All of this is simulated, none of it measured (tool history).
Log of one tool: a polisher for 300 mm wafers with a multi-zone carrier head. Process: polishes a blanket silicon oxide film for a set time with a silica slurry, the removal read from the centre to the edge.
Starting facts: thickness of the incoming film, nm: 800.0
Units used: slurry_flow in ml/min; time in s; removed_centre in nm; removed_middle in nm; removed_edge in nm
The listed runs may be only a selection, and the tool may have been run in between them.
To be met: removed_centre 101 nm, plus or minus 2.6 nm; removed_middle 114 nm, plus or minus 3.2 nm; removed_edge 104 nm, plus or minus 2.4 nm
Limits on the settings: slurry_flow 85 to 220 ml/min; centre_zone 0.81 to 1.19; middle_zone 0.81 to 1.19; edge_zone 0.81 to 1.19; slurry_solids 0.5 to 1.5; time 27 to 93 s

Run 1, hour 0: slurry_flow 140 ml/min, centre_zone 1, middle_zone 1, edge_zone 1, slurry_solids 1, time 59 s. Result: removed_centre 194.11 nm, removed_middle 194.75 nm, removed_edge 188.11 nm.
Run 2, hour 7.1: slurry_flow 135 ml/min, centre_zone 0.97, middle_zone 1, edge_zone 0.96, slurry_solids 0.9, time 56 s. Result: removed_centre 168.58 nm, removed_middle 170.37 nm, removed_edge 164.56 nm.
Run 3, hour 9.4: slurry_flow 130 ml/min, centre_zone 0.94, middle_zone 1.01, edge_zone 0.93, slurry_solids 0.8, time 54 s. Result: removed_centre 144.8 nm, removed_middle 152.77 nm, removed_edge 141.5 nm.
Run 4, hour 16.9: slurry_flow 120 ml/min, centre_zone 0.91, middle_zone 1, edge_zone 0.9, slurry_solids 0.75, time 54 s. Result: removed_centre 132.44 nm, removed_middle 142.42 nm, removed_edge 131.83 nm.
Run 5, hour 22.6: slurry_flow 120 ml/min, centre_zone 0.91, middle_zone 0.92, edge_zone 0.9, slurry_solids 0.75, time 54 s. Result: removed_centre 130.55 nm, removed_middle 131.57 nm, removed_edge 129.81 nm.
Run 6, hour 26.1: slurry_flow 120 ml/min, centre_zone 0.91, middle_zone 0.92, edge_zone 0.9, slurry_solids 0.75, time 48 s. Result: removed_centre 118.48 nm, removed_middle 116.47 nm, removed_edge 117.57 nm.
Run 7, hour 28.1: slurry_flow 115 ml/min, centre_zone 0.89, middle_zone 0.93, edge_zone 0.88, slurry_solids 0.75, time 48 s. Result: removed_centre 113.51 nm, removed_middle 118.91 nm, removed_edge 115.28 nm.
At hour 30.9: edge zone pressure recalibrated.
Run 8, hour 30.9: slurry_flow 90 ml/min, centre_zone 0.86, middle_zone 0.94, edge_zone 0.81, slurry_solids 0.65, time 48 s. Result: removed_centre 93.205 nm, removed_middle 99.569 nm, removed_edge 97.366 nm.
Run 9, hour 36.9: slurry_flow 100 ml/min, centre_zone 0.86, middle_zone 0.95, edge_zone 0.81, slurry_solids 0.65, time 48 s. Result: removed_centre 95.588 nm, removed_middle 103.74 nm, removed_edge 98.583 nm.
Run 10, hour 38.7: slurry_flow 105 ml/min, centre_zone 0.86, middle_zone 0.95, edge_zone 0.81, slurry_solids 0.65, time 48 s. Result: removed_centre 97.218 nm, removed_middle 102.88 nm, removed_edge 99.179 nm.

Of the 4 settings listed for the next run, only one would bring every result within its allowed miss of target. Which one?
Run A, hour 40.5: slurry_flow 110 ml/min, centre_zone 0.89, middle_zone 0.94, edge_zone 0.82, slurry_solids 0.7, time 49 s. Result: removed_centre ?, removed_middle ?, removed_edge ?.
Run B, hour 40.5: slurry_flow 90 ml/min, centre_zone 0.89, middle_zone 1.01, edge_zone 0.82, slurry_solids 0.75, time 45 s. Result: removed_centre ?, removed_middle ?, removed_edge ?.
Run C, hour 40.5: slurry_flow 120 ml/min, centre_zone 0.94, middle_zone 0.99, edge_zone 0.81, slurry_solids 0.6, time 54 s. Result: removed_centre ?, removed_middle ?, removed_edge ?.
Run D, hour 40.5: slurry_flow 120 ml/min, centre_zone 0.99, middle_zone 0.95, edge_zone 0.81, slurry_solids 0.7, time 44 s. Result: removed_centre ?, removed_middle ?, removed_edge ?.

move  removed_centre  removed_middle  removed_edge
   A          109.29           114.9        107.86
   B          102.26          114.78         102.5
   C          109.52          115.07        102.35
   D          108.29          105.61        97.328
A: brings the last run's worst result on target, with another outside its allowed miss
B: hits every target within its allowed miss
C: brings the last run's worst result on target, with another outside its allowed miss
D: nearer than the last run, and not there yet
B is the move that brings every result within its allowed miss.

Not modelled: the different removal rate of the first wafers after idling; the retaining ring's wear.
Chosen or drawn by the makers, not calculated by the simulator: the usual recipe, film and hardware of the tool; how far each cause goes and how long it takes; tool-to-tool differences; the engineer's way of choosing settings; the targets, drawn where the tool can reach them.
